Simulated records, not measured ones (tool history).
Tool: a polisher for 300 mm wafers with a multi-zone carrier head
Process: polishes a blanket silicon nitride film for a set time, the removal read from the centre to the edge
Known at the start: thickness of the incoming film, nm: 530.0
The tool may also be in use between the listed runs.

run,hour,flow of slurry (ml/min),pressure of the head's centre zone,pressure of the head's middle zone,pressure of the head's edge zone,polishing time (s),film removed at the wafer's centre (nm),film removed at mid-radius (nm),film removed at the wafer's edge (nm)
1,0.0,235,1.00,1.00,1.00,76,155.79,158.33,153.05
2,4.6,235,1.00,1.00,1.00,94,193.69,197.14,193.23
3,8.3,235,0.93,1.00,1.00,94,177.07,197.40,194.37
4,15.7,235,1.01,1.00,1.00,94,194.86,196.22,191.47
5,22.7,235,1.05,1.00,1.00,94,202.65,194.79,193.71
6,27.3,230,1.04,0.98,1.01,91,192.82,185.61,190.32

Run 7 comes next. What will it give?
7,31.4,230,1.03,0.96,1.00,88,?,?,?

film removed at the wafer's centre (nm): 186.66
film removed at mid-radius (nm): 176.93
film removed at the wafer's edge (nm): 177.97

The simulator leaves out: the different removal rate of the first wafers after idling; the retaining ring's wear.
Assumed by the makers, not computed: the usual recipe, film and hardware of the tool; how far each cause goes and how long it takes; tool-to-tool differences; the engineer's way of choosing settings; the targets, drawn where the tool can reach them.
